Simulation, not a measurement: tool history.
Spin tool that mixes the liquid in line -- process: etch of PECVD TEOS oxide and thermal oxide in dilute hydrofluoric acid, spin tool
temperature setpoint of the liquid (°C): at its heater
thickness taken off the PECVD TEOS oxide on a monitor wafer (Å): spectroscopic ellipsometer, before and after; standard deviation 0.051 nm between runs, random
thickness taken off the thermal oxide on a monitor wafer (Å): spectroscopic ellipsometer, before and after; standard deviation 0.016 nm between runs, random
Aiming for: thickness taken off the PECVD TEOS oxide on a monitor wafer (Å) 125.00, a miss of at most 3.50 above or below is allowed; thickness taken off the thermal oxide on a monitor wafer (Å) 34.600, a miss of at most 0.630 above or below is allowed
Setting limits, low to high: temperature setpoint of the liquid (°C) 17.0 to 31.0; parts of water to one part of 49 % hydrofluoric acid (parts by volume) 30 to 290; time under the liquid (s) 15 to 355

run	hour	temperature setpoint of the liquid (°C)	parts of water to one part of 49 % hydrofluoric acid (parts by volume)	time under the liquid (s)	thickness taken off the PECVD TEOS oxide on a monitor wafer (Å)	thickness taken off the thermal oxide on a monitor wafer (Å)
1	0.0	23.0	160	180	176.10	48.411
2	7.5	22.0	165	180	162.82	44.994
3	12.0	22.0	135	180	206.82	56.274
4	20.7	25.5	135	180	235.03	64.943
5	25.7	24.0	145	180	201.77	56.397
6	32.1	23.0	150	180	187.97	52.353
7	36.7	22.0	155	180	173.76	48.150
8	45.2	21.0	160	180	161.74	44.610

Below are 5 possible settings for the next run. Only one of them brings all results inside the allowed miss of their targets. Which is it?
A	53.7	22.5	170	135	?	?
B	53.7	24.5	170	125	?	?
C	53.7	19.5	240	240	?	?
D	53.7	23.0	180	140	?	?
E	53.7	20.0	205	185	?	?

move	thickness taken off the PECVD TEOS oxide on a monitor wafer (Å)	thickness taken off the thermal oxide on a monitor wafer (Å)
A	120.21	33.139
B	120.07	33.101
C	125.89	34.705
D	118.71	32.727
E	119.73	33.007
A: takes the result that was furthest off past its target
B: takes the result that was furthest off past its target
C: hits every target within its allowed miss
D: takes the result that was furthest off past its target
E: takes the result that was furthest off past its target
C is the move that brings every result within its allowed miss.
